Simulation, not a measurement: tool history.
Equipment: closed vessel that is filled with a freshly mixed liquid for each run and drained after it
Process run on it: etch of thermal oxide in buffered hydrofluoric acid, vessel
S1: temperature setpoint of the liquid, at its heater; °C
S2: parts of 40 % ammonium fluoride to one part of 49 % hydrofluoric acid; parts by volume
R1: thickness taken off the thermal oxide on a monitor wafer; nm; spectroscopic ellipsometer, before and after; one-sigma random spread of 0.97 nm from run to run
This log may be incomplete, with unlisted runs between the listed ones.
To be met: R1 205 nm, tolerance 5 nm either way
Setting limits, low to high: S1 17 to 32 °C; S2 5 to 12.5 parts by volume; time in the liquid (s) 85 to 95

Run 1, hour 0: S1 24 °C, S2 7.5 parts by volume, time in the liquid (s) 85. Result: R1 129.08 nm.
Run 2, hour 4.8: S1 24 °C, S2 7.5 parts by volume, time in the liquid (s) 85. Result: R1 129.69 nm.
Run 3, hour 6.3: S1 22 °C, S2 7.5 parts by volume, time in the liquid (s) 85. Result: R1 116.51 nm.
Run 4, hour 12.9: S1 20.5 °C, S2 7.5 parts by volume, time in the liquid (s) 85. Result: R1 107.11 nm.
Run 5, hour 20.9: S1 20.5 °C, S2 9 parts by volume, time in the liquid (s) 85. Result: R1 88.212 nm.
Run 6, hour 29.6: S1 23 °C, S2 8.5 parts by volume, time in the liquid (s) 85. Result: R1 107.07 nm.
Run 7, hour 32.5: S1 25 °C, S2 8 parts by volume, time in the liquid (s) 85. Result: R1 128.7 nm.
Run 8, hour 33.5: S1 26.5 °C, S2 8 parts by volume, time in the liquid (s) 85. Result: R1 139.01 nm.
Run 9, hour 35.6: S1 28 °C, S2 8 parts by volume, time in the liquid (s) 85. Result: R1 149.16 nm.
Run 10, hour 39.2: S1 29 °C, S2 8 parts by volume, time in the liquid (s) 85. Result: R1 157.27 nm.
Run 11, hour 47.8: S1 29.5 °C, S2 8 parts by volume, time in the liquid (s) 85. Result: R1 162.81 nm.
Run 12, hour 53.8: S1 30 °C, S2 8 parts by volume, time in the liquid (s) 85. Result: R1 168.24 nm.
Run 13, hour 60.8: S1 32 °C, S2 7 parts by volume, time in the liquid (s) 85. Result: R1 209.93 nm.
At hour 65.3: hydrofluoric acid flow meter replaced.
Run 14, hour 65.3: S1 31.5 °C, S2 7 parts by volume, time in the liquid (s) 85. Result: R1 194.51 nm.

Which one of the following 5 next-run settings gets every result inside its allowed miss? There is exactly one.
Run A, hour 69.8: S1 32 °C, S2 8 parts by volume, time in the liquid (s) 90. Result: R1 ?.
Run B, hour 69.8: S1 30.5 °C, S2 7 parts by volume, time in the liquid (s) 95. Result: R1 ?.
Run C, hour 69.8: S1 31.5 °C, S2 7.5 parts by volume, time in the liquid (s) 90. Result: R1 ?.
Run D, hour 69.8: S1 32 °C, S2 7.5 parts by volume, time in the liquid (s) 90. Result: R1 ?.
Run E, hour 69.8: S1 32 °C, S2 7.5 parts by volume, time in the liquid (s) 85. Result: R1 ?.

move      R1
   A  182.97
   B  206.34
   C  191.16
   D  196.18
   E  185.28
A: lands further from the targets than the last run did
B: hits every target within its allowed miss
C: lands further from the targets than the last run did
D: nearer than the last run, and not there yet
E: lands further from the targets than the last run did
Move B is the one to make.
